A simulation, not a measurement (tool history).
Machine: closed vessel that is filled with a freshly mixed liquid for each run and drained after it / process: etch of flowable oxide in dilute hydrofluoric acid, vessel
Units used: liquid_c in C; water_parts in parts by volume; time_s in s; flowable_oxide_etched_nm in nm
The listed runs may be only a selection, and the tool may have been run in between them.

{"run": 1, "day": 0.0, "liquid_c": 24.0, "water_parts": 40, "time_s": 95, "flowable_oxide_etched_nm": 156.19}
{"run": 2, "day": 0.354, "liquid_c": 26.5, "water_parts": 35, "time_s": 95, "flowable_oxide_etched_nm": 202.33}
{"run": 3, "day": 0.65, "liquid_c": 29.5, "water_parts": 35, "time_s": 95, "flowable_oxide_etched_nm": 225.8}
{"run": 4, "day": 0.871, "liquid_c": 29.5, "water_parts": 35, "time_s": 100, "flowable_oxide_etched_nm": 237.95}
{"run": 5, "day": 1.125, "liquid_c": 27.5, "water_parts": 35, "time_s": 100, "flowable_oxide_etched_nm": 220.86}
{"run": 6, "day": 1.321, "liquid_c": 29.0, "water_parts": 35, "time_s": 100, "flowable_oxide_etched_nm": 229.63}

The next listed run, before its measurement:
{"run": 7, "day": 1.638, "liquid_c": 32.0, "water_parts": 30, "time_s": 100, "flowable_oxide_etched_nm": "?"}

Run 7 produced flowable_oxide_etched_nm 310.34 nm.
